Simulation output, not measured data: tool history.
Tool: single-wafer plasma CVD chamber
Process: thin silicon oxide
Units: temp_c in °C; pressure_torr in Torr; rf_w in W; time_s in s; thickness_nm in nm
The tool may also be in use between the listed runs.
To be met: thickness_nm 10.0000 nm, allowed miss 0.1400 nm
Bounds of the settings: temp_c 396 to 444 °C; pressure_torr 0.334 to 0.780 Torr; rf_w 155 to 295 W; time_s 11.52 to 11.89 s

{"run": 1, "day": 0.0, "temp_c": 420, "pressure_torr": 0.557, "rf_w": 225, "time_s": 11.52, "thickness_nm": 13.057}
{"run": 2, "day": 0.188, "temp_c": 425, "pressure_torr": 0.557, "rf_w": 225, "time_s": 11.52, "thickness_nm": 12.976}
{"run": 3, "day": 0.454, "temp_c": 425, "pressure_torr": 0.513, "rf_w": 225, "time_s": 11.52, "thickness_nm": 12.023}
{"run": 4, "day": 0.788, "temp_c": 425, "pressure_torr": 0.479, "rf_w": 225, "time_s": 11.52, "thickness_nm": 11.268}
{"run": 5, "day": 1.042, "temp_c": 425, "pressure_torr": 0.392, "rf_w": 225, "time_s": 11.52, "thickness_nm": 9.2828}
{"day": 1.417, "done": "capacitance manometer re-zeroed and calibrated"}
{"run": 6, "day": 1.417, "temp_c": 425, "pressure_torr": 0.334, "rf_w": 225, "time_s": 11.52, "thickness_nm": 7.485}
{"run": 7, "day": 1.533, "temp_c": 426, "pressure_torr": 0.37, "rf_w": 225, "time_s": 11.52, "thickness_nm": 8.2503}
{"run": 8, "day": 1.758, "temp_c": 422, "pressure_torr": 0.393, "rf_w": 225, "time_s": 11.52, "thickness_nm": 8.7951}
{"run": 9, "day": 1.833, "temp_c": 427, "pressure_torr": 0.405, "rf_w": 225, "time_s": 11.52, "thickness_nm": 8.9953}
{"run": 10, "day": 2.171, "temp_c": 420, "pressure_torr": 0.409, "rf_w": 225, "time_s": 11.52, "thickness_nm": 9.1525}
{"run": 11, "day": 2.233, "temp_c": 421, "pressure_torr": 0.42, "rf_w": 225, "time_s": 11.52, "thickness_nm": 9.4116}
{"run": 12, "day": 2.608, "temp_c": 423, "pressure_torr": 0.427, "rf_w": 225, "time_s": 11.52, "thickness_nm": 9.5736}
{"run": 13, "day": 2.683, "temp_c": 425, "pressure_torr": 0.432, "rf_w": 225, "time_s": 11.52, "thickness_nm": 9.6539}
{"run": 14, "day": 2.75, "temp_c": 425, "pressure_torr": 0.437, "rf_w": 225, "time_s": 11.52, "thickness_nm": 9.745}
{"run": 15, "day": 2.858, "temp_c": 425, "pressure_torr": 0.44, "rf_w": 225, "time_s": 11.52, "thickness_nm": 9.8471}

Which of these 5 next moves meets every target?
{"run": "A", "day": 2.967, "temp_c": 424, "pressure_torr": 0.422, "rf_w": 230, "time_s": 11.83, "thickness_nm": "?"}
{"run": "B", "day": 2.967, "temp_c": 419, "pressure_torr": 0.424, "rf_w": 230, "time_s": 11.52, "thickness_nm": "?"}
{"run": "C", "day": 2.967, "temp_c": 425, "pressure_torr": 0.427, "rf_w": 230, "time_s": 11.52, "thickness_nm": "?"}
{"run": "D", "day": 2.967, "temp_c": 426, "pressure_torr": 0.41, "rf_w": 245, "time_s": 11.84, "thickness_nm": "?"}
{"run": "E", "day": 2.967, "temp_c": 440, "pressure_torr": 0.45, "rf_w": 230, "time_s": 11.55, "thickness_nm": "?"}

move=A thickness_nm=9.7515
move=B thickness_nm=9.5772
move=C thickness_nm=9.6027
move=D thickness_nm=9.6549
move=E thickness_nm=10.0410
A: further off than the last run
B: further off than the last run
C: further off than the last run
D: further off than the last run
E: meets every target
Move E is the one to make.
